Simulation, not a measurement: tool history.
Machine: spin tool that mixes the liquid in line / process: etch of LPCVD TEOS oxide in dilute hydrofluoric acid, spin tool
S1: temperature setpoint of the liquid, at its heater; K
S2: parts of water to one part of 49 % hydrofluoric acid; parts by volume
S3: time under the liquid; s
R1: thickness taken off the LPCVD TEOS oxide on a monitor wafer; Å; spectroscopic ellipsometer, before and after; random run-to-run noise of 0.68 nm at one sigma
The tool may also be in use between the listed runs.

run 1 hour=0.0 | S1=299.15 S2=200 S3=285 | R1=418.40
run 2 hour=1.9 | S1=302.15 S2=200 S3=285 | R1=458.51
run 3 hour=4.2 | S1=303.15 S2=190 S3=285 | R1=508.53
run 4 hour=11.9 | S1=303.65 S2=180 S3=285 | R1=550.90
run 5 hour=13.7 | S1=304.15 S2=175 S3=285 | R1=579.70
run 6 hour=18.6 | S1=304.15 S2=175 S3=305 | R1=630.84
run 7 hour=24.0 | S1=304.65 S2=175 S3=305 | R1=630.76
run 8 hour=32.6 | S1=305.15 S2=170 S3=305 | R1=668.88
run 9 hour=35.8 | S1=305.65 S2=170 S3=305 | R1=687.18

Run 10 has not been measured yet. What should we expect?
run 10 hour=40.5 | S1=306.15 S2=170 S3=305 | R1=?

R1: 696.93 Å
